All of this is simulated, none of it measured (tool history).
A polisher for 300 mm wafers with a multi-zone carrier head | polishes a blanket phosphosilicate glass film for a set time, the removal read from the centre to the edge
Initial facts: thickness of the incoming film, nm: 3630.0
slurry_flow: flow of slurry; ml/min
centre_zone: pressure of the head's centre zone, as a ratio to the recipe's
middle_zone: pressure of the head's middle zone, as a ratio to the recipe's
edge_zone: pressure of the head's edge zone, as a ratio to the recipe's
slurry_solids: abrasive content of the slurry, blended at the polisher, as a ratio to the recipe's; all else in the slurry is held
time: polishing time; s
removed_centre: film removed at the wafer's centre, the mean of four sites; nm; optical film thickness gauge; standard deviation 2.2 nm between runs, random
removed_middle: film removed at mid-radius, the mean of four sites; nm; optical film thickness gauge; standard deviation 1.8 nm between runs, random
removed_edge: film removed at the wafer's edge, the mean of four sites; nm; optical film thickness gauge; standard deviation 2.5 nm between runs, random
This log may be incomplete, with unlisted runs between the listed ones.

run 1 day=0 | slurry_flow=245 centre_zone=1 middle_zone=1 edge_zone=1 slurry_solids=1 time=67 | removed_centre=366.98 removed_middle=369.21 removed_edge=371.76
run 2 day=0.362 | slurry_flow=240 centre_zone=0.97 middle_zone=0.99 edge_zone=0.97 slurry_solids=0.9 time=64 | removed_centre=322.13 removed_middle=325.71 removed_edge=321.92
run 3 day=0.621 | slurry_flow=240 centre_zone=0.97 middle_zone=0.99 edge_zone=0.97 slurry_solids=1 time=64 | removed_centre=346.55 removed_middle=351.34 removed_edge=342.86
run 4 day=0.804 | slurry_flow=240 centre_zone=1.03 middle_zone=0.99 edge_zone=0.97 slurry_solids=1 time=64 | removed_centre=363.06 removed_middle=349.01 removed_edge=350.57
run 5 day=0.867 | slurry_flow=230 centre_zone=0.98 middle_zone=0.98 edge_zone=0.96 slurry_solids=0.9 time=64 | removed_centre=330.66 removed_middle=320.61 removed_edge=317.27
run 6 day=1.121 | slurry_flow=245 centre_zone=0.95 middle_zone=0.98 edge_zone=0.97 slurry_solids=0.8 time=63 | removed_centre=285.45 removed_middle=296.11 removed_edge=293.41
run 7 day=1.208 | slurry_flow=250 centre_zone=0.89 middle_zone=0.91 edge_zone=0.87 slurry_solids=0.55 time=62 | removed_centre=189.41 removed_middle=194.21 removed_edge=196.43

Predict the results of run 8:
run 8 day=1.517 | slurry_flow=250 centre_zone=0.9 middle_zone=0.94 edge_zone=0.9 slurry_solids=0.55 time=62 | removed_centre=? removed_middle=? removed_edge=?

removed_centre: 191.68 nm
removed_middle: 198.68 nm
removed_edge: 201.47 nm
